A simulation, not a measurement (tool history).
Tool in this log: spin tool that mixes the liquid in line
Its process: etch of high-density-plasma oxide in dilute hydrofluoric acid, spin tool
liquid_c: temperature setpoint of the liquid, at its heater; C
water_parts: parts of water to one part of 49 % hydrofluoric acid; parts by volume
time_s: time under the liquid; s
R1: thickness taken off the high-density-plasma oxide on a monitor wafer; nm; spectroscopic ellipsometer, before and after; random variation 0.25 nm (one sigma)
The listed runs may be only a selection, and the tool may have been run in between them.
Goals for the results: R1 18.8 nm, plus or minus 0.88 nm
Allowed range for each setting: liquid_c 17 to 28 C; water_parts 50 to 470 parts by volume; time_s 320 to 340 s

run 1 hour=0 | liquid_c=20 water_parts=260 time_s=320 | R1=5.1504
run 2 hour=7.2 | liquid_c=21.5 water_parts=260 time_s=320 | R1=5.48
run 3 hour=15.5 | liquid_c=22.5 water_parts=220 time_s=320 | R1=6.8444
run 4 hour=23.6 | liquid_c=22.5 water_parts=150 time_s=320 | R1=11.019
run 5 hour=29.9 | liquid_c=22.5 water_parts=70 time_s=320 | R1=25.791
run 6 hour=30.6 | liquid_c=20 water_parts=70 time_s=320 | R1=23.048
run 7 hour=31.5 | liquid_c=20 water_parts=75 time_s=320 | R1=21.729
run 8 hour=37.5 | liquid_c=20 water_parts=80 time_s=320 | R1=19.694

Below are 4 possible settings for the next run. Only one of them brings all results inside the allowed miss of their targets. Which is it?
run A hour=43.5 | liquid_c=18.5 water_parts=95 time_s=335 | R1=?
run B hour=43.5 | liquid_c=20.5 water_parts=90 time_s=330 | R1=?
run C hour=43.5 | liquid_c=20 water_parts=100 time_s=330 | R1=?
run D hour=43.5 | liquid_c=19 water_parts=95 time_s=335 | R1=?

move=A R1=16.279
move=B R1=18.493
move=C R1=16.122
move=D R1=16.622
A: pushes the last run's worst result past its target
B: in spec on every target
C: pushes the last run's worst result past its target
D: pushes the last run's worst result past its target
Answer: B

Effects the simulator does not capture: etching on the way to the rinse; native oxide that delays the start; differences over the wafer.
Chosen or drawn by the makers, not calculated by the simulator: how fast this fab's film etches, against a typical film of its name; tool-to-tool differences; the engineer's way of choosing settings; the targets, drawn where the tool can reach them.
